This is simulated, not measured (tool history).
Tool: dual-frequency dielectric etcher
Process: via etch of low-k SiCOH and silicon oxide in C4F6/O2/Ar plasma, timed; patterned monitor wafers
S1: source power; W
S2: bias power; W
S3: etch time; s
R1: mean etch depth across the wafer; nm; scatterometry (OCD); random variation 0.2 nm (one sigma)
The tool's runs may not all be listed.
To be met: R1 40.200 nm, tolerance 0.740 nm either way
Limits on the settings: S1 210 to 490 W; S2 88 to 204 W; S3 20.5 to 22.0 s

{"run": 1, "hour": 0.0, "S1": 350, "S2": 146, "S3": 22.0, "R1": 45.346}
{"run": 2, "hour": 8.5, "S1": 380, "S2": 146, "S3": 22.0, "R1": 47.067}
{"run": 3, "hour": 10.0, "S1": 350, "S2": 144, "S3": 22.0, "R1": 45.512}
{"run": 4, "hour": 16.8, "S1": 350, "S2": 118, "S3": 22.0, "R1": 43.17}
{"run": 5, "hour": 22.7, "S1": 350, "S2": 97, "S3": 22.0, "R1": 41.133}
{"run": 6, "hour": 30.2, "S1": 400, "S2": 97, "S3": 22.0, "R1": 43.904}
{"run": 7, "hour": 32.8, "S1": 390, "S2": 96, "S3": 22.0, "R1": 42.933}
{"run": 8, "hour": 36.1, "S1": 380, "S2": 95, "S3": 22.0, "R1": 42.325}
{"run": 9, "hour": 40.6, "S1": 370, "S2": 94, "S3": 22.0, "R1": 41.955}
{"run": 10, "hour": 49.4, "S1": 360, "S2": 93, "S3": 22.0, "R1": 41.188}

Next run, 5 choices. One meets every target within its allowed miss, the rest don't. Which?
{"run": "A", "hour": 58.2, "S1": 360, "S2": 94, "S3": 22.0, "R1": "?"}
{"run": "B", "hour": 58.2, "S1": 370, "S2": 98, "S3": 22.0, "R1": "?"}
{"run": "C", "hour": 58.2, "S1": 380, "S2": 97, "S3": 22.0, "R1": "?"}
{"run": "D", "hour": 58.2, "S1": 370, "S2": 94, "S3": 21.0, "R1": "?"}
{"run": "E", "hour": 58.2, "S1": 410, "S2": 111, "S3": 21.0, "R1": "?"}

move=A R1=41.789
move=B R1=42.638
move=C R1=43.017
move=D R1=40.345
move=E R1=43.622
A: lands further from the targets than the last run did
B: lands further from the targets than the last run did
C: lands further from the targets than the last run did
D: meets every target
E: lands further from the targets than the last run did
D is the move that brings every result within its allowed miss.

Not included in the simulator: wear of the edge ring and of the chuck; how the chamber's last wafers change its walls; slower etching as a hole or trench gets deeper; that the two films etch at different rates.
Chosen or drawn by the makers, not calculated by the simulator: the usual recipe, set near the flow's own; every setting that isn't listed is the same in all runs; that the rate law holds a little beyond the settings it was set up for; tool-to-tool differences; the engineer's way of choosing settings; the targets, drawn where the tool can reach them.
